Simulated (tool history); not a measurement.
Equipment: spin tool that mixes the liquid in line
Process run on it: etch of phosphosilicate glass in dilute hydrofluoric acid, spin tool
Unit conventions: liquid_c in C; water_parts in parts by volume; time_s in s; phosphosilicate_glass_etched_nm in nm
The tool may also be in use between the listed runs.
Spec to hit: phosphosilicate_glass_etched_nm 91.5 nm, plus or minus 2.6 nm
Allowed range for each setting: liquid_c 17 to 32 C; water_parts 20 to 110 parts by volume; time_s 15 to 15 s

| run | hour | liquid_c | water_parts | time_s | phosphosilicate_glass_etched_nm |
|---|---|---|---|---|---|
| 1 | 0 | 24 | 60 | 15 | 30.073 |
| 2 | 4.1 | 25.5 | 50 | 15 | 38.723 |
| 3 | 12.7 | 23 | 50 | 15 | 35.277 |
| 4 | 20.2 | 23 | 30 | 15 | 59.911 |
| 5 | 23.3 | 23 | 45 | 15 | 39.546 |
| 6 | 29.1 | 23 | 65 | 15 | 26.513 |
| 7 | 33.1 | 25 | 55 | 15 | 34.63 |
| 8 | 35.8 | 29 | 30 | 15 | 77.261 |

Exercise: of the 4 proposed moves below, exactly one satisfies all targets within the stated allowed misses. Which move is it?
| A | 38.5 | 26.5 | 35 | 15 | ? |
| B | 38.5 | 32 | 30 | 15 | ? |
| C | 38.5 | 28.5 | 25 | 15 | ? |
| D | 38.5 | 29.5 | 25 | 15 | ? |

| move | phosphosilicate_glass_etched_nm |
|---|---|
| A | 59.353 |
| B | 87.028 |
| C | 91.5 |
| D | 95.285 |
A: misses by more than the last run did
B: nearer than the last run, and not there yet
C: meets every target
D: the result that was furthest off in the last run now lies on the other side of its target
Go with C: it meets all targets.
